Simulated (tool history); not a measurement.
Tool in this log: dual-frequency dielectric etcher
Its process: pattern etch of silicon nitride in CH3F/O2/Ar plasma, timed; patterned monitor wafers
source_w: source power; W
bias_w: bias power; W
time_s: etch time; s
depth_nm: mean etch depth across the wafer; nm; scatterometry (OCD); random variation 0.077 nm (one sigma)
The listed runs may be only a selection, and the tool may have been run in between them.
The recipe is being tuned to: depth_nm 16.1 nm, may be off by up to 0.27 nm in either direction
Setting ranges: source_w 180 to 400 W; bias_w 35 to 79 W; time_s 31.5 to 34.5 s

run 1 hour=0 | source_w=290 bias_w=57 time_s=34.5 | depth_nm=21.761
run 2 hour=3.5 | source_w=260 bias_w=51 time_s=34 | depth_nm=19.237
run 3 hour=4.9 | source_w=260 bias_w=56 time_s=34 | depth_nm=20.078
run 4 hour=13.7 | source_w=240 bias_w=54 time_s=34 | depth_nm=19.021
run 5 hour=14.9 | source_w=240 bias_w=58 time_s=34 | depth_nm=19.537
run 6 hour=18.5 | source_w=220 bias_w=55 time_s=34 | depth_nm=18.456
run 7 hour=26.4 | source_w=210 bias_w=53 time_s=34 | depth_nm=17.596
run 8 hour=30 | source_w=180 bias_w=48 time_s=34 | depth_nm=15.36

Of the 5 settings listed for the next run, only one would bring every result within its allowed miss of target. Which one?
run A hour=33.6 | source_w=180 bias_w=47 time_s=31.5 | depth_nm=?
run B hour=33.6 | source_w=180 bias_w=44 time_s=33 | depth_nm=?
run C hour=33.6 | source_w=190 bias_w=56 time_s=33.5 | depth_nm=?
run D hour=33.6 | source_w=180 bias_w=48 time_s=31.5 | depth_nm=?
run E hour=33.6 | source_w=200 bias_w=49 time_s=33 | depth_nm=?

move=A depth_nm=14.051
move=B depth_nm=14.404
move=C depth_nm=16.49
move=D depth_nm=14.149
move=E depth_nm=15.986
A: moves away from the targets compared with the last run
B: moves away from the targets compared with the last run
C: takes the biggest miss from the last run beyond its target
D: moves away from the targets compared with the last run
E: all results in spec
The move that meets every target is E.
